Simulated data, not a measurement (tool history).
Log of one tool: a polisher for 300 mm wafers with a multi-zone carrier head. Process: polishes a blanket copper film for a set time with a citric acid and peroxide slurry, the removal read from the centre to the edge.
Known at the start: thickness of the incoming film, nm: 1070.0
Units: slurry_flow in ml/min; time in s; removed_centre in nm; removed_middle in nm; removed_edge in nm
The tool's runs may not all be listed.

Run 1, day 0: slurry_flow 170 ml/min, centre_zone 1, middle_zone 1, edge_zone 1, slurry_solids 1, time 34 s. Result: removed_centre 64.306 nm, removed_middle 64.173 nm, removed_edge 65.173 nm.
Run 2, day 0.042: slurry_flow 160 ml/min, centre_zone 0.97, middle_zone 0.98, edge_zone 0.97, slurry_solids 0.9, time 31 s. Result: removed_centre 57.278 nm, removed_middle 57.116 nm, removed_edge 56.743 nm.
Run 3, day 0.312: slurry_flow 150 ml/min, centre_zone 0.94, middle_zone 0.96, edge_zone 0.98, slurry_solids 0.8, time 29 s. Result: removed_centre 50.433 nm, removed_middle 50.486 nm, removed_edge 51.821 nm.
Run 4, day 0.508: slurry_flow 150 ml/min, centre_zone 0.94, middle_zone 0.96, edge_zone 0.98, slurry_solids 0.9, time 29 s. Result: removed_centre 50.86 nm, removed_middle 52.281 nm, removed_edge 53.46 nm.
Run 5, day 0.854: slurry_flow 150 ml/min, centre_zone 0.94, middle_zone 0.92, edge_zone 0.98, slurry_solids 0.9, time 29 s. Result: removed_centre 51.246 nm, removed_middle 50.556 nm, removed_edge 52.528 nm.
Run 6, day 1.079: slurry_flow 150 ml/min, centre_zone 0.89, middle_zone 0.92, edge_zone 0.98, slurry_solids 0.9, time 29 s. Result: removed_centre 48.538 nm, removed_middle 50.133 nm, removed_edge 53.407 nm.
Run 7, day 1.225: slurry_flow 140 ml/min, centre_zone 0.87, middle_zone 0.91, edge_zone 0.96, slurry_solids 0.8, time 28 s. Result: removed_centre 45.812 nm, removed_middle 46.568 nm, removed_edge 49.394 nm.
Run 8, day 1.567: slurry_flow 135 ml/min, centre_zone 0.86, middle_zone 0.92, edge_zone 0.95, slurry_solids 0.75, time 27 s. Result: removed_centre 42.757 nm, removed_middle 44.237 nm, removed_edge 46.454 nm.
Run 9, day 1.721: slurry_flow 130 ml/min, centre_zone 0.85, middle_zone 0.92, edge_zone 0.94, slurry_solids 0.7, time 26 s. Result: removed_centre 40.337 nm, removed_middle 41.035 nm, removed_edge 44.221 nm.
Run 10, day 1.821: slurry_flow 125 ml/min, centre_zone 0.84, middle_zone 0.94, edge_zone 0.92, slurry_solids 0.65, time 26 s. Result: removed_centre 38.488 nm, removed_middle 40.956 nm, removed_edge 42.791 nm.
Run 11, day 2.125: slurry_flow 120 ml/min, centre_zone 0.84, middle_zone 0.94, edge_zone 0.9, slurry_solids 0.6, time 26 s. Result: removed_centre 38.823 nm, removed_middle 40.719 nm, removed_edge 41.099 nm.
Run 12, day 2.396: slurry_flow 115 ml/min, centre_zone 0.83, middle_zone 0.94, edge_zone 0.9, slurry_solids 0.6, time 26 s. Result: removed_centre 36.477 nm, removed_middle 39.882 nm, removed_edge 40.951 nm.
Run 13, day 2.658: slurry_flow 110 ml/min, centre_zone 0.83, middle_zone 0.93, edge_zone 0.88, slurry_solids 0.6, time 26 s. Result: removed_centre 37.158 nm, removed_middle 39.453 nm, removed_edge 40.381 nm.
Run 14, day 2.812: slurry_flow 110 ml/min, centre_zone 0.83, middle_zone 0.93, edge_zone 0.87, slurry_solids 0.6, time 26 s. Result: removed_centre 37.477 nm, removed_middle 39.475 nm, removed_edge 40.528 nm.
Run 15, day 3.146: slurry_flow 110 ml/min, centre_zone 0.83, middle_zone 0.93, edge_zone 0.86, slurry_solids 0.6, time 26 s. Result: removed_centre 36.885 nm, removed_middle 39.531 nm, removed_edge 40.215 nm.
Run 16, day 3.317: slurry_flow 110 ml/min, centre_zone 0.83, middle_zone 0.92, edge_zone 0.85, slurry_solids 0.6, time 26 s. Result: removed_centre 36.376 nm, removed_middle 38.729 nm, removed_edge 39.667 nm.
Run 17, day 3.458: slurry_flow 110 ml/min, centre_zone 0.83, middle_zone 0.92, edge_zone 0.84, slurry_solids 0.6, time 26 s. Result: removed_centre 36.574 nm, removed_middle 39.581 nm, removed_edge 39.492 nm.

Run 18 comes next. What will it give?
Run 18, day 3.562: slurry_flow 110 ml/min, centre_zone 0.83, middle_zone 0.91, edge_zone 0.84, slurry_solids 0.6, time 26 s. Result: removed_centre ?, removed_middle ?, removed_edge ?.

{"run 18": {"removed_centre": 36.877, "removed_middle": 38.14, "removed_edge": 39.547}}
